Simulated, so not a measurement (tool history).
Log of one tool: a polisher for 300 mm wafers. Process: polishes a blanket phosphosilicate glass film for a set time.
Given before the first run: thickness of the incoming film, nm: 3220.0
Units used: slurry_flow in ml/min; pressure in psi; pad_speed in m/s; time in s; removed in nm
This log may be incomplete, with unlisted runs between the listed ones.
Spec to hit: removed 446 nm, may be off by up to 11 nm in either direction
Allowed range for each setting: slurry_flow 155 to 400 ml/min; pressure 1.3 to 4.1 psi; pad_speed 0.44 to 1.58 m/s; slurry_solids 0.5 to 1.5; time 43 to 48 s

run  hour  slurry_flow  pressure  pad_speed  slurry_solids  time  removed
  1     0          255       2.7          1              1    48   343.41
  2   3.4          260       2.8          1              1    48   351.15
  3   8.7          260       2.8          1              1    48   357.04
  4  12.4          260       2.5          1              1    48   326.05
  5  16.1          260       2.5          1           0.85    48   292.81
  6  20.9          260       2.5          1           0.65    48    222.8
  7    27          265       2.7       1.04           0.65    48   240.82
  8  35.1          265       2.9        1.1           0.65    48    266.4
  9  38.8          265       3.1       1.14           0.65    48   291.35
 10  46.2          265       3.2       1.18           0.65    48   300.36
 11  46.8          265       3.3       1.22           0.65    48   319.85
 12    52          265       3.4       1.24           0.65    48   328.78
 13  56.6          265       3.5       1.26           0.65    48   338.56
 14  62.1          265       3.6        1.3           0.65    48   358.04
 15  63.5          265       3.7       1.32           0.65    48   363.17

Exercise: of the 4 proposed moves below, exactly one satisfies all targets within the stated allowed misses. Which move is it?
  A  64.9          245       3.7       1.54           0.75    44        ?
  B  64.9          255       3.3        1.4            0.6    43        ?
  C  64.9          285       3.4       1.56           0.55    46        ?
  D  64.9          300       4.1       1.38            0.8    46        ?

move  removed
   A   439.12
   B   285.81
   C   304.09
   D   491.68
A: all results land within tolerance of their targets
B: further off than the last run
C: further off than the last run
D: carries the result that was furthest off beyond its target, to the other side
A meets every target.

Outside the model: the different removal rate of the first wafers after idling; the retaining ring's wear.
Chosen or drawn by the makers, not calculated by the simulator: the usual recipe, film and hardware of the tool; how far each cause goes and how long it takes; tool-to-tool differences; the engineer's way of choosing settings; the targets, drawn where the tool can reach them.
